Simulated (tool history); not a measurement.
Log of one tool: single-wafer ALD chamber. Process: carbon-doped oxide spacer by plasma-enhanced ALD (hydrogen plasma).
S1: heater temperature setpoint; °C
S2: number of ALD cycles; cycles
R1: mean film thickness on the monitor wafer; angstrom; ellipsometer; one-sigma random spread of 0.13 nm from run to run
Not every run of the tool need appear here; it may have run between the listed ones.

run    day   S1   S2      R1
  1  0.000  405  462  236.26
  2  0.162  403  470  242.32
  3  0.217  403  418  215.68
  4  0.438  401  434  223.34
  5  0.642  401  496  254.77
  6  1.008  401  437  224.42
  7  1.038  401  452  231.45
  8  1.058  401  465  238.25
  9  1.362  401  475  243.28

Run 10 is up next; what results do you expect?
     1.725  -- thermocouple changed; heater temperature recalibrated
 10  1.725  401  483   ?

{"run 10": {"R1": 244.57}}
